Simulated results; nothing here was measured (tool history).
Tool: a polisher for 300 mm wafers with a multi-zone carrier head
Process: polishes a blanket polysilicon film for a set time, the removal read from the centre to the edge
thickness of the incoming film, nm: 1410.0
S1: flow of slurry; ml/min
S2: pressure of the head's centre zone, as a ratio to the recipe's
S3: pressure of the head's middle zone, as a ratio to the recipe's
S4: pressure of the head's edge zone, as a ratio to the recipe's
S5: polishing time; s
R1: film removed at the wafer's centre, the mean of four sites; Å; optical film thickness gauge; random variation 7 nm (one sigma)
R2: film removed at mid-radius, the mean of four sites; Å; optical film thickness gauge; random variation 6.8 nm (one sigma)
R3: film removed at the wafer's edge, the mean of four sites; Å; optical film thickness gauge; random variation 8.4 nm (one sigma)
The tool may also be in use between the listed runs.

run	hour	S1	S2	S3	S4	S5	R1	R2	R3
1	0.0	310	1.00	1.00	1.00	42	5847.6	5606.4	5761.7
2	8.9	310	1.00	1.00	1.00	36	5032.1	4813.8	4835.1
3	15.1	385	1.00	1.00	1.00	36	5116.3	4874.7	4949.6
4	22.6	385	1.00	1.00	1.04	36	5130.8	4921.3	5024.3
5	27.6	385	1.04	1.00	1.07	41	6021.3	5695.5	5747.0
6	32.4	385	1.04	1.00	1.07	31	4567.2	4202.1	4421.0
7	40.5	385	1.07	0.98	1.09	38	5667.5	4968.7	5430.2
8	49.2	385	1.10	0.99	1.10	43	6723.8	5773.6	6093.7
9	52.7	375	1.11	0.98	1.11	46	7142.7	6092.4	6525.3
10	59.6	370	1.12	0.98	1.13	49	7737.4	6523.4	7099.2
11	62.4	370	1.13	0.99	1.14	51	8076.2	6932.7	7322.4

Run 12 comes next. What will it give?
12	69.5	380	1.14	0.98	1.15	52	?	?	?

{"run 12": {"R1": 8374.6, "R2": 6920.7, "R3": 7540.8}}
